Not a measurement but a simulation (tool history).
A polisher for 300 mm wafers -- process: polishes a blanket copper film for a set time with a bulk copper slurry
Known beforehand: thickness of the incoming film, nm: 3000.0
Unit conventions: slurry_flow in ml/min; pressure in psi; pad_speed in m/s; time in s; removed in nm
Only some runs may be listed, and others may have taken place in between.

{"run": 1, "day": 0.0, "slurry_flow": 140, "pressure": 2.1, "pad_speed": 1.28, "slurry_solids": 1.0, "time": 71, "removed": 627.23}
{"run": 2, "day": 0.129, "slurry_flow": 140, "pressure": 2.1, "pad_speed": 1.28, "slurry_solids": 1.2, "time": 71, "removed": 658.9}
{"run": 3, "day": 0.262, "slurry_flow": 150, "pressure": 2.2, "pad_speed": 1.28, "slurry_solids": 1.2, "time": 71, "removed": 694.37}
{"run": 4, "day": 0.592, "slurry_flow": 150, "pressure": 2.2, "pad_speed": 1.12, "slurry_solids": 1.2, "time": 71, "removed": 599.33}
{"run": 5, "day": 0.95, "slurry_flow": 150, "pressure": 2.2, "pad_speed": 1.12, "slurry_solids": 1.1, "time": 71, "removed": 599.0}
{"run": 6, "day": 1.321, "slurry_flow": 160, "pressure": 2.3, "pad_speed": 1.12, "slurry_solids": 1.1, "time": 71, "removed": 624.09}
{"run": 7, "day": 1.55, "slurry_flow": 160, "pressure": 2.5, "pad_speed": 1.12, "slurry_solids": 1.1, "time": 71, "removed": 671.56}

Run 8 comes next. What will it give?
{"run": 8, "day": 1.633, "slurry_flow": 165, "pressure": 2.6, "pad_speed": 1.12, "slurry_solids": 1.1, "time": 71, "removed": "?"}

{"run 8": {"removed": 704.25}}
